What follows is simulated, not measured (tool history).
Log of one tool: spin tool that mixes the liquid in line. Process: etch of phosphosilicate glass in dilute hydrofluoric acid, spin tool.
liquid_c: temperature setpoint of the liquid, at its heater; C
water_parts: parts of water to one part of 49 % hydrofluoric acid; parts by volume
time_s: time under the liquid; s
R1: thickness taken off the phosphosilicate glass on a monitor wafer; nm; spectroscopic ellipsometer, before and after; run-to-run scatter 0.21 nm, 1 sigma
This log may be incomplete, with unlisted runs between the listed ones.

{"run": 1, "hour": 0.0, "liquid_c": 21, "water_parts": 80, "time_s": 15, "R1": 9.6984}
{"run": 2, "hour": 1.6, "liquid_c": 21, "water_parts": 80, "time_s": 15, "R1": 9.6175}
{"run": 3, "hour": 9.6, "liquid_c": 21, "water_parts": 50, "time_s": 15, "R1": 16.074}
{"run": 4, "hour": 14.9, "liquid_c": 21, "water_parts": 50, "time_s": 15, "R1": 16.232}
{"run": 5, "hour": 18.6, "liquid_c": 21, "water_parts": 50, "time_s": 15, "R1": 16.168}
{"run": 6, "hour": 20.8, "liquid_c": 21, "water_parts": 75, "time_s": 15, "R1": 10.382}
{"run": 7, "hour": 22.1, "liquid_c": 22, "water_parts": 70, "time_s": 15, "R1": 11.632}
{"run": 8, "hour": 28.9, "liquid_c": 22.5, "water_parts": 65, "time_s": 15, "R1": 12.896}
{"run": 9, "hour": 32.0, "liquid_c": 23, "water_parts": 60, "time_s": 15, "R1": 14.612}

Estimate the outcome of run 10 from the log above:
{"run": 10, "hour": 39.1, "liquid_c": 23.5, "water_parts": 60, "time_s": 15, "R1": "?"}

Run 10 yielded R1 14.574 nm.
